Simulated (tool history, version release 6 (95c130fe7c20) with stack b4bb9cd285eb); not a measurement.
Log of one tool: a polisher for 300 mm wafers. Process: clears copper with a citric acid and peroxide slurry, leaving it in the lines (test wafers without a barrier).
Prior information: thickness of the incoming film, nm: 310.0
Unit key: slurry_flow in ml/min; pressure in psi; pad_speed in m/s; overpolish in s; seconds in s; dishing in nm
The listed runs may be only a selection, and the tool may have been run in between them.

run,day,slurry_flow,pressure,pad_speed,slurry_solids,overpolish,seconds,dishing
1,0.000,135,2.6,1.18,1.00,8,132.37,13.4900
2,0.154,135,2.6,1.42,1.00,8,113.14,16.6390
3,0.479,135,2.6,1.52,1.00,8,107.12,17.0740
4,0.821,135,2.5,1.52,1.00,7,107.97,14.3010
5,1.021,135,2.5,1.52,1.15,7,107.74,14.9980
6,1.375,135,2.5,1.22,1.15,7,131.05,12.2990
7,1.683,135,2.4,1.22,1.15,7,135.05,12.0250

Predict the results of run 8:
8,1.712,130,2.2,1.22,1.15,5,?,?

Run 8 gave seconds 145.47 s, dishing 8.1839 nm.
